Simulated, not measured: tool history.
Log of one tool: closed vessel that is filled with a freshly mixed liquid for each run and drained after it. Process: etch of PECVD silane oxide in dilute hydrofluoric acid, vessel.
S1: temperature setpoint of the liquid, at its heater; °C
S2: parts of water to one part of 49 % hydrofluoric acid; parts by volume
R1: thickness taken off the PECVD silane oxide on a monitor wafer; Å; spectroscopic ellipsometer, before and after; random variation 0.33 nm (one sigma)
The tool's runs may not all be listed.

{"run": 1, "hour": 0.0, "S1": 25.0, "S2": 60, "time in the liquid (s)": 120, "R1": 443.49}
{"run": 2, "hour": 4.5, "S1": 27.5, "S2": 50, "time in the liquid (s)": 120, "R1": 588.58}
{"run": 3, "hour": 10.2, "S1": 30.5, "S2": 50, "time in the liquid (s)": 120, "R1": 666.45}
{"run": 4, "hour": 16.2, "S1": 30.5, "S2": 60, "time in the liquid (s)": 120, "R1": 551.62}
{"run": 5, "hour": 24.6, "S1": 31.5, "S2": 50, "time in the liquid (s)": 120, "R1": 694.51}
{"run": 6, "hour": 32.6, "S1": 32.0, "S2": 45, "time in the liquid (s)": 120, "R1": 793.41}
{"run": 7, "hour": 39.9, "S1": 32.5, "S2": 40, "time in the liquid (s)": 120, "R1": 916.76}
{"run": 8, "hour": 47.1, "S1": 33.0, "S2": 40, "time in the liquid (s)": 120, "R1": 933.23}
{"run": 9, "hour": 48.3, "S1": 33.0, "S2": 35, "time in the liquid (s)": 120, "R1": 1073.1}

Run 10 comes next. What will it give?
{"run": 10, "hour": 50.9, "S1": 32.5, "S2": 35, "time in the liquid (s)": 120, "R1": "?"}

{"run 10": {"R1": 1056.7}}
